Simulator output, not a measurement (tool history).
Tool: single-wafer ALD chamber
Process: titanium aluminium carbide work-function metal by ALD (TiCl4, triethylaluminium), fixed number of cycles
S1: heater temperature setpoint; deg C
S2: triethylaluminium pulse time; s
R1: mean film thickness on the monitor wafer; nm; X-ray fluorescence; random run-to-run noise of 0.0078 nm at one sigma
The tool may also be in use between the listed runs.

{"run": 1, "hour": 0.0, "S1": 315, "S2": 10.62, "R1": 2.0497}
{"run": 2, "hour": 5.4, "S1": 310, "S2": 10.19, "R1": 2.0098}
{"run": 3, "hour": 8.9, "S1": 315, "S2": 10.19, "R1": 2.0459}
{"run": 4, "hour": 10.1, "S1": 310, "S2": 9.66, "R1": 1.9865}
{"run": 5, "hour": 15.3, "S1": 306, "S2": 9.66, "R1": 1.9533}
{"run": 6, "hour": 17.2, "S1": 312, "S2": 9.66, "R1": 2.001}
{"run": 7, "hour": 18.1, "S1": 308, "S2": 9.38, "R1": 1.9721}
{"run": 8, "hour": 23.6, "S1": 305, "S2": 9.1, "R1": 1.9155}
{"run": 9, "hour": 31.8, "S1": 304, "S2": 9.04, "R1": 1.9241}

Expected results for the next run?
{"run": 10, "hour": 35.0, "S1": 303, "S2": 8.93, "R1": "?"}

{"run 10": {"R1": 1.9093}}
